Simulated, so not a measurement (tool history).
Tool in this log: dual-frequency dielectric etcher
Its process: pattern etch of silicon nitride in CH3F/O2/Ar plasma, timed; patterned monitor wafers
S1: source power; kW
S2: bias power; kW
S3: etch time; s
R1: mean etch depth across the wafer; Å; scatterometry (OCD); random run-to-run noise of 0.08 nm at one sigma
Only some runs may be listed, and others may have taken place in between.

| run | hour | S1 | S2 | S3 | R1 |
|---|---|---|---|---|---|
| 1 | 0.0 | 0.510 | 0.061 | 19.5 | 146.13 |
| 2 | 3.5 | 0.510 | 0.061 | 17.5 | 132.64 |
| 3 | 10.4 | 0.540 | 0.063 | 17.5 | 135.47 |
| 4 | 13.4 | 0.560 | 0.066 | 18.0 | 144.83 |
| 5 | 15.6 | 0.560 | 0.060 | 18.0 | 138.75 |
|  | 24.6 | bias power generator calibrated |
| 6 | 24.6 | 0.580 | 0.062 | 18.0 | 141.39 |
| 7 | 32.8 | 0.600 | 0.064 | 18.0 | 143.49 |
| 8 | 36.2 | 0.610 | 0.066 | 18.0 | 145.96 |
| 9 | 43.9 | 0.620 | 0.068 | 18.0 | 151.00 |
| 10 | 47.2 | 0.700 | 0.069 | 18.0 | 155.86 |
| 11 | 52.2 | 0.700 | 0.070 | 18.0 | 155.77 |

Predict the results of run 12:
| 12 | 54.8 | 0.720 | 0.075 | 18.5 | ? |

Run 12 yielded R1 168.26 Å.
